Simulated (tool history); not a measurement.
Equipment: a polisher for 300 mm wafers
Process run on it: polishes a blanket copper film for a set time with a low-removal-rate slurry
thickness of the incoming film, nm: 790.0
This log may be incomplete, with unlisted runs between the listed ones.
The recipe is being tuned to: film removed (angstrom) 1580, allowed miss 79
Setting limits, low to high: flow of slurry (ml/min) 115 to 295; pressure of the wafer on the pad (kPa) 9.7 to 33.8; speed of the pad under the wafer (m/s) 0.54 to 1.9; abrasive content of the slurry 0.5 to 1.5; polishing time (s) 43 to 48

run    day  flow of slurry (ml/min)  pressure of the wafer on the pad (kPa)  speed of the pad under the wafer (m/s)  abrasive content of the slurry  polishing time (s)  film removed (angstrom)
  1      0                      190                                    21.4                                    1.22                               1                  48                   2273.3
  2  0.067                      190                                    18.6                                    1.22                               1                  48                   2029.9
  3  0.204                      190                                    18.6                                    1.42                               1                  48                     2358
  4   0.25                      190                                    22.8                                    1.42                               1                  48                   2806.4
  5  0.304                      190                                      20                                     1.4                               1                  48                   2448.6
  6  0.492                      190                                      20                                     1.7                               1                  48                   2890.3
  7  0.825                      190                                    13.8                                    1.46                            0.95                  47                   1764.1
  8  1.108                      190                                    13.8                                    1.46                            0.95                  47                   1736.5
  9   1.35                      190                                    13.1                                    1.46                            0.95                  47                   1682.9

Exercise: of the 4 proposed moves below, exactly one satisfies all targets within the stated allowed misses. Which move is it?
  A  1.592                      195                                    15.2                                    1.46                            0.75                  48                        ?
  B  1.592                      170                                    13.8                                    1.56                            0.75                  48                        ?
  C  1.592                      175                                    13.1                                    1.56                             0.9                  43                        ?
  D  1.592                      160                                    12.4                                    1.64                             0.9                  48                        ?

move  film removed (angstrom)
   A                   1823.3
   B                   1758.5
   C                     1541
   D                   1704.5
A: its largest miss is bigger than the last run's
B: its largest miss is bigger than the last run's
C: all results land within tolerance of their targets
D: its largest miss is bigger than the last run's
Go with C: it meets all targets.

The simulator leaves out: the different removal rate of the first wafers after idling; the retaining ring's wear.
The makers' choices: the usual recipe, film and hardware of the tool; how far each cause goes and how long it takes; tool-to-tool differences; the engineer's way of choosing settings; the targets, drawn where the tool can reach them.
